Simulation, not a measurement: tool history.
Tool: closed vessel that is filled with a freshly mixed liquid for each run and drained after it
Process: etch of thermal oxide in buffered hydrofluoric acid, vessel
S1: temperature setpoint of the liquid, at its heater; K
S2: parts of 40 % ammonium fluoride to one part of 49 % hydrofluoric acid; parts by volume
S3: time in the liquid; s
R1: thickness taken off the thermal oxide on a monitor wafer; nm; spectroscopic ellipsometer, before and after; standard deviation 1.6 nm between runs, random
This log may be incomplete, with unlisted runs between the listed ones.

run 1 hour=0.0 | S1=296.15 S2=20.0 S3=125 | R1=73.899
run 2 hour=3.1 | S1=296.15 S2=20.0 S3=125 | R1=74.067
run 3 hour=9.5 | S1=298.15 S2=20.0 S3=125 | R1=81.053
run 4 hour=12.9 | S1=300.15 S2=20.0 S3=125 | R1=92.156
run 5 hour=21.4 | S1=301.15 S2=16.5 S3=125 | R1=113.850
run 6 hour=22.1 | S1=301.15 S2=16.5 S3=135 | R1=121.140
run 7 hour=27.0 | S1=302.15 S2=14.0 S3=135 | R1=152.590

Run 8, settings as shown, results not yet in. Your forecast:
run 8 hour=33.5 | S1=302.65 S2=13.0 S3=135 | R1=?

{"run 8": {"R1": 166.73}}
